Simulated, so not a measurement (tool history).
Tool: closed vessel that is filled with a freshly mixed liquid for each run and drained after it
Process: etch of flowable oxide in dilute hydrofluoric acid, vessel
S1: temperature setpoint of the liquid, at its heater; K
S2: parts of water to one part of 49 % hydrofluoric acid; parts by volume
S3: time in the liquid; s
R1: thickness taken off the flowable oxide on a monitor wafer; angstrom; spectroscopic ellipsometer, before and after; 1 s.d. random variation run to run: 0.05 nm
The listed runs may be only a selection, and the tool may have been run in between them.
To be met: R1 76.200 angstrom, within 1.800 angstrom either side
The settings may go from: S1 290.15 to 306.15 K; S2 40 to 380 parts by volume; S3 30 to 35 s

run,day,S1,S2,S3,R1
1,0.000,298.15,210,35,64.021
2,0.183,299.65,210,35,67.101
3,0.533,300.65,210,35,69.889
4,0.617,301.15,210,35,70.271
5,0.892,298.15,210,35,64.643
6,1.038,298.15,210,30,54.208
7,1.096,300.15,210,30,58.630
8,1.229,301.65,205,30,63.758
9,1.392,303.15,200,30,69.063
10,1.729,304.15,200,30,71.368
11,1.992,304.65,200,30,72.936
12,2.192,305.15,200,30,73.833

Of the 5 settings listed for the next run, only one would bring every result within its allowed miss of target. Which one?
A,2.392,306.15,215,30,?
B,2.392,305.15,205,30,?
C,2.392,306.15,210,30,?
D,2.392,303.65,200,30,?
E,2.392,303.15,210,35,?

move,R1
A,70.066
B,71.989
C,72.197
D,70.560
E,76.127
A: further off than the last run
B: further off than the last run
C: further off than the last run
D: further off than the last run
E: every result within its allowed miss
Answer: E
